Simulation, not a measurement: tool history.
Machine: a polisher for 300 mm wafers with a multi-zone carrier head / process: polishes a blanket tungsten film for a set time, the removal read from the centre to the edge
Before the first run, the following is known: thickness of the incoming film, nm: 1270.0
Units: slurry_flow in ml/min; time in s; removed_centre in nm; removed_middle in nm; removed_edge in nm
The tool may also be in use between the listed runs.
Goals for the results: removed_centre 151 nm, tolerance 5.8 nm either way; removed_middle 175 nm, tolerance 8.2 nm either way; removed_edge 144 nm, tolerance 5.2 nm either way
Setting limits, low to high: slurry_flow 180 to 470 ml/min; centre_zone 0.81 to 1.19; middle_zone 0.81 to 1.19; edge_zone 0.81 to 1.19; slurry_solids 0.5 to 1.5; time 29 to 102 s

run 1 hour=0 | slurry_flow=300 centre_zone=1 middle_zone=1 edge_zone=1 slurry_solids=1 time=65 | removed_centre=227.61 removed_middle=240.67 removed_edge=240.71
run 2 hour=2.3 | slurry_flow=300 centre_zone=0.93 middle_zone=1 edge_zone=1 slurry_solids=1 time=65 | removed_centre=209.17 removed_middle=238.04 removed_edge=240.3
run 3 hour=5.8 | slurry_flow=305 centre_zone=0.95 middle_zone=1.03 edge_zone=0.96 slurry_solids=0.9 time=60 | removed_centre=193.69 removed_middle=225.73 removed_edge=211.54
run 4 hour=12.5 | slurry_flow=305 centre_zone=0.95 middle_zone=1.03 edge_zone=0.96 slurry_solids=0.9 time=52 | removed_centre=166.02 removed_middle=198.44 removed_edge=182.82
run 5 hour=21.5 | slurry_flow=305 centre_zone=0.96 middle_zone=1.03 edge_zone=0.93 slurry_solids=0.8 time=51 | removed_centre=155.53 removed_middle=179.94 removed_edge=167.79
run 6 hour=24.5 | slurry_flow=245 centre_zone=0.96 middle_zone=1.03 edge_zone=0.93 slurry_solids=0.8 time=51 | removed_centre=156.13 removed_middle=179.06 removed_edge=167.86
run 7 hour=27.2 | slurry_flow=250 centre_zone=1.03 middle_zone=1.13 edge_zone=0.83 slurry_solids=0.55 time=48 | removed_centre=137.92 removed_middle=164 removed_edge=133.63
run 8 hour=31.9 | slurry_flow=275 centre_zone=1.08 middle_zone=1.16 edge_zone=0.91 slurry_solids=0.65 time=48 | removed_centre=157.88 removed_middle=178.68 removed_edge=146.75

Of the 5 settings listed for the next run, only one would bring every result within its allowed miss of target. Which one?
run A hour=36.6 | slurry_flow=200 centre_zone=1.18 middle_zone=1.15 edge_zone=0.88 slurry_solids=0.55 time=53 | removed_centre=? removed_middle=? removed_edge=?
run B hour=36.6 | slurry_flow=320 centre_zone=1.14 middle_zone=1.19 edge_zone=0.81 slurry_solids=0.75 time=45 | removed_centre=? removed_middle=? removed_edge=?
run C hour=36.6 | slurry_flow=300 centre_zone=1.09 middle_zone=1.14 edge_zone=0.88 slurry_solids=0.6 time=50 | removed_centre=? removed_middle=? removed_edge=?
run D hour=36.6 | slurry_flow=390 centre_zone=1.12 middle_zone=1.17 edge_zone=0.81 slurry_solids=0.8 time=46 | removed_centre=? removed_middle=? removed_edge=?
run E hour=36.6 | slurry_flow=210 centre_zone=1.06 middle_zone=1.17 edge_zone=0.87 slurry_solids=0.85 time=45 | removed_centre=? removed_middle=? removed_edge=?

move=A removed_centre=169.38 removed_middle=180.26 removed_edge=149.84
move=B removed_centre=163.02 removed_middle=183.79 removed_edge=140.75
move=C removed_centre=160.67 removed_middle=182.88 removed_edge=151.11
move=D removed_centre=169.95 removed_middle=191.93 removed_edge=148.59
move=E removed_centre=148.28 removed_middle=178.48 removed_edge=145
A: its largest miss is bigger than the last run's
B: its largest miss is bigger than the last run's
C: its largest miss is bigger than the last run's
D: its largest miss is bigger than the last run's
E: every result lands within tolerance
So the answer is move E, the one that meets all the targets.
